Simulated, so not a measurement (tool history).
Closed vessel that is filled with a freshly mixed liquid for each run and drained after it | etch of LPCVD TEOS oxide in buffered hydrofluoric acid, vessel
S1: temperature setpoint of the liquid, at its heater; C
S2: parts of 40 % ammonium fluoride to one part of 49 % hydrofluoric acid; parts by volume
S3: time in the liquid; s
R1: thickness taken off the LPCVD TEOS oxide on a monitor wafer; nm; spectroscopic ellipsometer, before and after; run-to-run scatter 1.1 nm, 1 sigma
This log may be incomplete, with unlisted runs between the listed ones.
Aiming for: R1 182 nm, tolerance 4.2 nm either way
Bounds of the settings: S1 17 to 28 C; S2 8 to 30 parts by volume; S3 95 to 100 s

{"run": 1, "hour": 0.0, "S1": 20, "S2": 21.5, "S3": 95, "R1": 63.087}
{"run": 2, "hour": 0.8, "S1": 21.5, "S2": 19.5, "S3": 95, "R1": 74.885}
{"run": 3, "hour": 9.3, "S1": 21.5, "S2": 19.5, "S3": 100, "R1": 79.239}
{"run": 4, "hour": 11.7, "S1": 21.5, "S2": 19.5, "S3": 95, "R1": 74.886}
{"run": 5, "hour": 15.3, "S1": 21.5, "S2": 17, "S3": 95, "R1": 86.301}
{"run": 6, "hour": 16.9, "S1": 21.5, "S2": 14.5, "S3": 95, "R1": 100.4}
{"run": 7, "hour": 22.2, "S1": 22.5, "S2": 13.5, "S3": 95, "R1": 112.67}
{"run": 8, "hour": 24.2, "S1": 23.5, "S2": 13, "S3": 95, "R1": 124.84}
{"run": 9, "hour": 31.4, "S1": 24, "S2": 13, "S3": 95, "R1": 128.09}
{"run": 10, "hour": 39.1, "S1": 24.5, "S2": 12.5, "S3": 95, "R1": 135.02}
{"run": 11, "hour": 47.1, "S1": 25, "S2": 12.5, "S3": 95, "R1": 140.48}
{"run": 12, "hour": 52.2, "S1": 25.5, "S2": 12.5, "S3": 95, "R1": 144.2}
{"run": 13, "hour": 54.2, "S1": 26, "S2": 12.5, "S3": 95, "R1": 149.75}
{"run": 14, "hour": 55.8, "S1": 26.5, "S2": 12.5, "S3": 95, "R1": 152.53}
{"run": 15, "hour": 58.6, "S1": 27.5, "S2": 11.5, "S3": 95, "R1": 174.46}

5 candidate next runs follow, results not yet known. Just one meets every target within its allowed miss. Identify it.
{"run": "A", "hour": 61.4, "S1": 28, "S2": 12, "S3": 100, "R1": "?"}
{"run": "B", "hour": 61.4, "S1": 26, "S2": 11, "S3": 95, "R1": "?"}
{"run": "C", "hour": 61.4, "S1": 28, "S2": 13, "S3": 100, "R1": "?"}
{"run": "D", "hour": 61.4, "S1": 28, "S2": 12.5, "S3": 95, "R1": "?"}
{"run": "E", "hour": 61.4, "S1": 27.5, "S2": 12.5, "S3": 95, "R1": "?"}

move=A R1=183.05
move=B R1=170.09
move=C R1=169.27
move=D R1=167.1
move=E R1=162.71
A: each result inside its tolerance
B: the biggest miss grows against the last run
C: the biggest miss grows against the last run
D: the biggest miss grows against the last run
E: the biggest miss grows against the last run
So the answer is move A, the one that meets all the targets.
